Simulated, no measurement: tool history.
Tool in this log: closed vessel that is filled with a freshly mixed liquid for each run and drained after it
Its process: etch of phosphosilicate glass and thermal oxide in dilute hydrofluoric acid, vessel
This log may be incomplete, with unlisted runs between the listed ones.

run	hour	temperature setpoint of the liquid (°C)	parts of water to one part of 49 % hydrofluoric acid (parts by volume)	time in the liquid (s)	thickness taken off the phosphosilicate glass on a monitor wafer (Å)	thickness taken off the thermal oxide on a monitor wafer (Å)
1	0.0	23.0	125	60	594.21	23.723
2	5.4	23.0	165	60	430.18	17.436
3	14.2	23.0	180	60	390.15	15.347
4	21.1	23.0	180	75	488.93	19.683
5	28.4	25.0	180	75	516.86	21.876
6	34.8	25.0	165	75	578.80	23.665
7	42.9	25.5	155	75	639.69	26.986
# hour 45.0: hydrofluoric acid flow meter replaced
8	45.0	25.5	145	75	639.35	26.034
9	49.5	29.5	100	80	1213.40	49.965
10	56.2	28.5	100	80	1181.20	47.657
11	64.6	28.0	100	80	1155.00	47.051

Run 12 comes next. What will it give?
12	68.5	27.5	100	80	?	?

thickness taken off the phosphosilicate glass on a monitor wafer (Å): 1129.80
thickness taken off the thermal oxide on a monitor wafer (Å): 46.175

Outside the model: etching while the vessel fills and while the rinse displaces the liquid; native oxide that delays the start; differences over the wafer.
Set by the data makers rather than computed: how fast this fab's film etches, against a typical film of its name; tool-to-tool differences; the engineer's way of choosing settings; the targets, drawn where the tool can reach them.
